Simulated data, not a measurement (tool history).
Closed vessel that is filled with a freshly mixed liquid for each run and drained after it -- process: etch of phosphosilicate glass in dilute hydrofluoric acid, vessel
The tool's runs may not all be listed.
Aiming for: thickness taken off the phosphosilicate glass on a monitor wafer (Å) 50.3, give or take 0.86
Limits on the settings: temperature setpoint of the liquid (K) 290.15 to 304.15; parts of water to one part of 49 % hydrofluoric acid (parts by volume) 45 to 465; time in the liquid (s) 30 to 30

run,hour,temperature setpoint of the liquid (K),parts of water to one part of 49 % hydrofluoric acid (parts by volume),time in the liquid (s),thickness taken off the phosphosilicate glass on a monitor wafer (Å)
1,0,296.15,255,30,83.561
2,8.4,293.15,255,30,74.436
3,15.2,292.65,265,30,69.848
4,17.6,292.65,265,30,69.194
5,22,292.15,275,30,65.599
6,22.8,291.65,280,30,63.122
7,25.6,291.65,285,30,61.577
8,29,291.65,290,30,60.522
9,31.5,291.65,295,30,58.921

Exactly one of the 5 candidate moves below puts every result within its allowed miss. Which one?
A,34,291.65,345,30,?
B,34,291.15,245,30,?
C,34,293.65,355,30,?
D,34,294.15,275,30,?
E,34,290.65,260,30,?

move,thickness taken off the phosphosilicate glass on a monitor wafer (Å)
A,48.282
B,72.745
C,49.979
D,70.571
E,66.356
A: takes the result that was furthest off past its target
B: misses by more than the last run did
C: meets every target
D: misses by more than the last run did
E: misses by more than the last run did
Go with C: it meets all targets.

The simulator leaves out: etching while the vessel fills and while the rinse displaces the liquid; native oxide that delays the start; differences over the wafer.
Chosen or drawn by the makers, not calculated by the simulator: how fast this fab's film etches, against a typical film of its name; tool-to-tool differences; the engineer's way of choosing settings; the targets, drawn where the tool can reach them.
